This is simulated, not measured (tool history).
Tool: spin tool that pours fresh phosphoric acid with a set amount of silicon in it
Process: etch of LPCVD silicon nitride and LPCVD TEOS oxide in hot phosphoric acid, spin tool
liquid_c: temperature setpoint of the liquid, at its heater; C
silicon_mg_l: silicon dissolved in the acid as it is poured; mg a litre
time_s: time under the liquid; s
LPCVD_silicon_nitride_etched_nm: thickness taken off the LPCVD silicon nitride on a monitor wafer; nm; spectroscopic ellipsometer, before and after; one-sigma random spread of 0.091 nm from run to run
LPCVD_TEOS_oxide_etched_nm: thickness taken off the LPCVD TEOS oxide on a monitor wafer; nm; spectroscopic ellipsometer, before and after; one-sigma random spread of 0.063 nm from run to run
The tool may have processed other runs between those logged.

run    day  liquid_c  silicon_mg_l  time_s  LPCVD_silicon_nitride_etched_nm  LPCVD_TEOS_oxide_etched_nm
  1  0.000     161.0          16.0     105                           9.0860                     0.23694
  2  0.371     159.0          16.0     105                           8.4695                     0.16368
  3  0.708     159.0          16.0     130                          10.5280                     0.25518
  4  0.867     159.0          16.0     175                          14.0910                     0.37434
  5  0.938     159.0          16.0     210                          16.6960                     0.37720
  6  1.129     159.0          10.5     210                          17.0140                     0.50782
  7  1.283     158.5           9.5     210                          16.6820                     0.38573
  8  1.533     160.0           7.0     195                          16.4050                     0.51297
  9  1.742     160.0           7.0     195                          16.2440                     0.49115
 10  2.088     160.0           5.5     195                          16.2960                     0.54086
 11  2.454     160.0           5.0     195                          16.1500                     0.56944
 12  2.571     159.5           5.0     195                          15.9850                     0.55604

What will run 13 give?
 13  2.925     159.5           5.5     195                                ?                           ?

LPCVD_silicon_nitride_etched_nm: 16.0000 nm
LPCVD_TEOS_oxide_etched_nm: 0.61069 nm
